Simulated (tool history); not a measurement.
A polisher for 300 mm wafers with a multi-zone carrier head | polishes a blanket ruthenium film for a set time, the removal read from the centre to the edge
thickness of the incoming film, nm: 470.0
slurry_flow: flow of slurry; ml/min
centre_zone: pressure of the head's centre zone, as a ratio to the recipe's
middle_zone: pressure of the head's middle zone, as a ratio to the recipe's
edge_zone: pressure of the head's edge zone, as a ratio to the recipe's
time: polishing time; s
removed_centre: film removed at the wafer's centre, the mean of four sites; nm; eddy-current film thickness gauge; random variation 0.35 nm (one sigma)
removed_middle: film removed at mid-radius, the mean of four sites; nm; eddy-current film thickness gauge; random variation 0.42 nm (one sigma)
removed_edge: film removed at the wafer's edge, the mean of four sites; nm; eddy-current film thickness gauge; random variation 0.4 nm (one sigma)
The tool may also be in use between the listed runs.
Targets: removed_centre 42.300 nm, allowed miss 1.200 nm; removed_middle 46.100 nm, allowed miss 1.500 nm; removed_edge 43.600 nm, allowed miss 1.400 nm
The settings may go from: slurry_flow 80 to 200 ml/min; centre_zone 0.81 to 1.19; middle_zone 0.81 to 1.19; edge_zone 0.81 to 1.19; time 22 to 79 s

{"run": 1, "hour": 0.0, "slurry_flow": 130, "centre_zone": 1.0, "middle_zone": 1.0, "edge_zone": 1.0, "time": 50, "removed_centre": 52.756, "removed_middle": 51.341, "removed_edge": 53.526}
{"run": 2, "hour": 8.1, "slurry_flow": 130, "centre_zone": 1.0, "middle_zone": 1.0, "edge_zone": 1.0, "time": 42, "removed_centre": 44.759, "removed_middle": 44.007, "removed_edge": 44.962}
{"run": 3, "hour": 15.5, "slurry_flow": 130, "centre_zone": 1.0, "middle_zone": 1.0, "edge_zone": 1.05, "time": 42, "removed_centre": 44.969, "removed_middle": 43.665, "removed_edge": 45.624}
{"run": 4, "hour": 23.5, "slurry_flow": 130, "centre_zone": 0.99, "middle_zone": 1.02, "edge_zone": 1.03, "time": 42, "removed_centre": 43.139, "removed_middle": 44.553, "removed_edge": 45.233}
{"run": 5, "hour": 31.7, "slurry_flow": 130, "centre_zone": 0.99, "middle_zone": 1.02, "edge_zone": 1.03, "time": 48, "removed_centre": 50.581, "removed_middle": 51.293, "removed_edge": 51.273}
{"run": 6, "hour": 34.2, "slurry_flow": 120, "centre_zone": 0.99, "middle_zone": 1.03, "edge_zone": 1.0, "time": 47, "removed_centre": 48.298, "removed_middle": 49.533, "removed_edge": 49.188}
{"run": 7, "hour": 37.3, "slurry_flow": 115, "centre_zone": 0.98, "middle_zone": 1.03, "edge_zone": 0.97, "time": 46, "removed_centre": 46.318, "removed_middle": 47.481, "removed_edge": 47.484}
{"run": 8, "hour": 41.7, "slurry_flow": 110, "centre_zone": 0.97, "middle_zone": 1.04, "edge_zone": 0.95, "time": 46, "removed_centre": 45.121, "removed_middle": 47.841, "removed_edge": 46.71}
{"run": 9, "hour": 42.6, "slurry_flow": 105, "centre_zone": 0.97, "middle_zone": 1.05, "edge_zone": 0.93, "time": 46, "removed_centre": 44.866, "removed_middle": 47.782, "removed_edge": 45.842}

Which of these 4 next moves meets every target?
{"run": "A", "hour": 43.5, "slurry_flow": 100, "centre_zone": 0.91, "middle_zone": 1.03, "edge_zone": 1.1, "time": 46, "removed_centre": "?", "removed_middle": "?", "removed_edge": "?"}
{"run": "B", "hour": 43.5, "slurry_flow": 105, "centre_zone": 1.05, "middle_zone": 1.09, "edge_zone": 0.85, "time": 47, "removed_centre": "?", "removed_middle": "?", "removed_edge": "?"}
{"run": "C", "hour": 43.5, "slurry_flow": 105, "centre_zone": 0.9, "middle_zone": 1.0, "edge_zone": 0.83, "time": 46, "removed_centre": "?", "removed_middle": "?", "removed_edge": "?"}
{"run": "D", "hour": 43.5, "slurry_flow": 105, "centre_zone": 0.96, "middle_zone": 1.0, "edge_zone": 0.84, "time": 47, "removed_centre": "?", "removed_middle": "?", "removed_edge": "?"}

move=A removed_centre=42.075 removed_middle=46.275 removed_edge=48.413
move=B removed_centre=49.454 removed_middle=50.125 removed_edge=44.039
move=C removed_centre=42.163 removed_middle=45.628 removed_edge=42.700
move=D removed_centre=45.617 removed_middle=46.606 removed_edge=43.860
A: brings the result that was furthest off to its target, and leaves another outside
B: further off than the last run
C: meets every target
D: further off than the last run
The right move is C.
